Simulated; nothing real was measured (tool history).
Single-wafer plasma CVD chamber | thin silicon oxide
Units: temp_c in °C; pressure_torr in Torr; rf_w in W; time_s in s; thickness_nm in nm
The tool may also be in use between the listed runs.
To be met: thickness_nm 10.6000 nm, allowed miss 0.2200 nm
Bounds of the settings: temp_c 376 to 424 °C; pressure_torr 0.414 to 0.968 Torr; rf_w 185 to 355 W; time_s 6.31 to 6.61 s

| run | hour | temp_c | pressure_torr | rf_w | time_s | thickness_nm |
|---|---|---|---|---|---|---|
| 1 | 0.0 | 400 | 0.691 | 270 | 6.61 | 8.9941 |
| 2 | 5.3 | 400 | 0.691 | 270 | 6.61 | 9.1213 |
| 3 | 6.7 | 400 | 0.713 | 270 | 6.61 | 9.2310 |
| 4 | 10.2 | 396 | 0.713 | 270 | 6.61 | 9.3978 |
| 5 | 12.0 | 395 | 0.731 | 270 | 6.61 | 9.5329 |
| 6 | 20.8 | 395 | 0.653 | 270 | 6.61 | 8.6868 |
| 7 | 25.4 | 395 | 0.653 | 270 | 6.61 | 8.7464 |
| 8 | 33.4 | 394 | 0.687 | 270 | 6.61 | 9.1195 |
| 9 | 36.1 | 393 | 0.712 | 270 | 6.61 | 9.2695 |
| 10 | 43.9 | 393 | 0.738 | 270 | 6.61 | 9.4704 |
| 11 | 49.1 | 393 | 0.738 | 270 | 6.61 | 9.5612 |
| 12 | 57.6 | 393 | 0.758 | 270 | 6.61 | 9.6858 |
| 13 | 59.2 | 393 | 0.778 | 270 | 6.61 | 10.0160 |
| 14 | 64.3 | 393 | 0.789 | 270 | 6.61 | 9.8604 |
| 15 | 72.2 | 393 | 0.807 | 270 | 6.61 | 10.1140 |
| 16 | 79.9 | 393 | 0.818 | 270 | 6.61 | 10.2890 |
| 17 | 84.6 | 393 | 0.825 | 270 | 6.61 | 10.3590 |
| 18 | 93.1 | 393 | 0.830 | 270 | 6.61 | 10.4880 |
| 19 | 93.7 | 393 | 0.832 | 270 | 6.61 | 10.3730 |

Which of these 5 next moves meets every target?
| A | 94.3 | 387 | 0.860 | 260 | 6.36 | ? |
| B | 94.3 | 397 | 0.908 | 240 | 6.61 | ? |
| C | 94.3 | 397 | 0.810 | 280 | 6.58 | ? |
| D | 94.3 | 394 | 0.862 | 230 | 6.61 | ? |
| E | 94.3 | 404 | 0.859 | 270 | 6.31 | ? |

| move | thickness_nm |
|---|---|
| A | 10.0780 |
| B | 10.5290 |
| C | 10.1800 |
| D | 10.0640 |
| E | 9.9944 |
A: further off than the last run
B: meets every target
C: further off than the last run
D: further off than the last run
E: further off than the last run
Answer: B
